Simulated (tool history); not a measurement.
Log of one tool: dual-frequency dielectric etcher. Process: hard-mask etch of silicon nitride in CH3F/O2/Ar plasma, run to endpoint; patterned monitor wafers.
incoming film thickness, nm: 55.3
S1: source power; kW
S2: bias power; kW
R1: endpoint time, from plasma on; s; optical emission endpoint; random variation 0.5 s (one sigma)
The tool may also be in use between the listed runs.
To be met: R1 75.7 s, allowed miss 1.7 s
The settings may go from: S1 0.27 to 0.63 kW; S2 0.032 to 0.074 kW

{"run": 1, "hour": 0.0, "S1": 0.45, "S2": 0.053, "R1": 82.953}
{"run": 2, "hour": 5.1, "S1": 0.47, "S2": 0.054, "R1": 81.277}
{"run": 3, "hour": 6.0, "S1": 0.47, "S2": 0.047, "R1": 85.379}
{"run": 4, "hour": 13.3, "S1": 0.49, "S2": 0.048, "R1": 83.815}
{"run": 5, "hour": 19.2, "S1": 0.51, "S2": 0.049, "R1": 81.868}
{"run": 6, "hour": 25.5, "S1": 0.52, "S2": 0.05, "R1": 80.635}
{"run": 7, "hour": 30.4, "S1": 0.53, "S2": 0.05, "R1": 79.547}
{"run": 8, "hour": 34.3, "S1": 0.54, "S2": 0.05, "R1": 79.239}
{"run": 9, "hour": 35.4, "S1": 0.55, "S2": 0.05, "R1": 80.119}
{"run": 10, "hour": 38.7, "S1": 0.56, "S2": 0.051, "R1": 77.554}

Which of these 5 next moves meets every target?
{"run": "A", "hour": 42.0, "S1": 0.56, "S2": 0.049, "R1": "?"}
{"run": "B", "hour": 42.0, "S1": 0.55, "S2": 0.056, "R1": "?"}
{"run": "C", "hour": 42.0, "S1": 0.48, "S2": 0.055, "R1": "?"}
{"run": "D", "hour": 42.0, "S1": 0.58, "S2": 0.044, "R1": "?"}
{"run": "E", "hour": 42.0, "S1": 0.54, "S2": 0.048, "R1": "?"}

move=A R1=78.815
move=B R1=76.086
move=C R1=80.39
move=D R1=80.367
move=E R1=80.384
A: further off than the last run
B: meets every target
C: further off than the last run
D: further off than the last run
E: further off than the last run
Move B is the one to make.

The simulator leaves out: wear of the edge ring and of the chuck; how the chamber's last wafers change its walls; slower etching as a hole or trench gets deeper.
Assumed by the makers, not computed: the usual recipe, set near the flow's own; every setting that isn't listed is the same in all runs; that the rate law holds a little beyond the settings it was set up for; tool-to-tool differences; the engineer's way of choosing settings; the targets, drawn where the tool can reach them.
